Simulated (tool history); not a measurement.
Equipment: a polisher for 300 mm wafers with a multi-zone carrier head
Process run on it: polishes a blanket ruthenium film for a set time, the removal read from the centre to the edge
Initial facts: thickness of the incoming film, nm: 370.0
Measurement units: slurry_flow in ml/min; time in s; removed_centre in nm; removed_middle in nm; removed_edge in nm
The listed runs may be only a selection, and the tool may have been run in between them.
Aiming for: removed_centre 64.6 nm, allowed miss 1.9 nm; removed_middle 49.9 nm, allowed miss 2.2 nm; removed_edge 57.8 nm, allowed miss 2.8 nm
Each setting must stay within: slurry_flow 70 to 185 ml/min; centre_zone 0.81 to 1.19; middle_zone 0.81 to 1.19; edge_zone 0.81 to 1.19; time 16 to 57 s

run 1 hour=0 | slurry_flow=120 centre_zone=1 middle_zone=1 edge_zone=1 time=36 | removed_centre=32.513 removed_middle=33.118 removed_edge=32.756
run 2 hour=2.5 | slurry_flow=120 centre_zone=1.07 middle_zone=1 edge_zone=1 time=36 | removed_centre=34.793 removed_middle=33.704 removed_edge=32.71
run 3 hour=3.9 | slurry_flow=120 centre_zone=1.07 middle_zone=0.97 edge_zone=1 time=36 | removed_centre=34.856 removed_middle=32.405 removed_edge=32.827
run 4 hour=11.1 | slurry_flow=135 centre_zone=1.1 middle_zone=0.95 edge_zone=1.05 time=41 | removed_centre=42.188 removed_middle=38.305 removed_edge=39.868
run 5 hour=19.4 | slurry_flow=145 centre_zone=1.13 middle_zone=0.92 edge_zone=1.07 time=44 | removed_centre=47.241 removed_middle=39.002 removed_edge=42.485
run 6 hour=27.2 | slurry_flow=145 centre_zone=1.13 middle_zone=0.97 edge_zone=1.07 time=44 | removed_centre=47.419 removed_middle=42.045 removed_edge=41.417
run 7 hour=31.2 | slurry_flow=145 centre_zone=1.14 middle_zone=0.94 edge_zone=1.09 time=47 | removed_centre=49.975 removed_middle=42.672 removed_edge=46.53
run 8 hour=32.3 | slurry_flow=150 centre_zone=1.16 middle_zone=0.93 edge_zone=1.1 time=49 | removed_centre=54.563 removed_middle=45.167 removed_edge=47.564
run 9 hour=34.9 | slurry_flow=155 centre_zone=1.16 middle_zone=0.91 edge_zone=1.12 time=51 | removed_centre=56.513 removed_middle=46.799 removed_edge=51.138
run 10 hour=37 | slurry_flow=155 centre_zone=1.17 middle_zone=0.89 edge_zone=1.13 time=52 | removed_centre=58.188 removed_middle=45.225 removed_edge=52.683
run 11 hour=39.3 | slurry_flow=155 centre_zone=1.17 middle_zone=0.89 edge_zone=1.13 time=52 | removed_centre=58.112 removed_middle=45.961 removed_edge=52.958
run 12 hour=39.9 | slurry_flow=160 centre_zone=1.18 middle_zone=0.89 edge_zone=1.14 time=53 | removed_centre=60.209 removed_middle=47.635 removed_edge=52.228
run 13 hour=43.5 | slurry_flow=155 centre_zone=1.18 middle_zone=0.89 edge_zone=1.13 time=54 | removed_centre=60.761 removed_middle=47.278 removed_edge=54.991

Exactly one of the 4 candidate moves below puts every result within its allowed miss. Which one?
run A hour=47.1 | slurry_flow=135 centre_zone=1.09 middle_zone=0.9 edge_zone=1.18 time=55 | removed_centre=? removed_middle=? removed_edge=?
run B hour=47.1 | slurry_flow=155 centre_zone=1.18 middle_zone=0.89 edge_zone=1.14 time=57 | removed_centre=? removed_middle=? removed_edge=?
run C hour=47.1 | slurry_flow=130 centre_zone=1.11 middle_zone=0.87 edge_zone=1.14 time=54 | removed_centre=? removed_middle=? removed_edge=?
run D hour=47.1 | slurry_flow=145 centre_zone=1.15 middle_zone=0.98 edge_zone=1.19 time=54 | removed_centre=? removed_middle=? removed_edge=?

move=A removed_centre=56.161 removed_middle=49.029 removed_edge=53.642
move=B removed_centre=65.139 removed_middle=51.807 removed_edge=55.783
move=C removed_centre=55.593 removed_middle=46.396 removed_edge=51.45
move=D removed_centre=59.264 removed_middle=52.484 removed_edge=53.431
A: further off than the last run
B: hits every target within its allowed miss
C: further off than the last run
D: further off than the last run
Correct choice: B, which meets every target
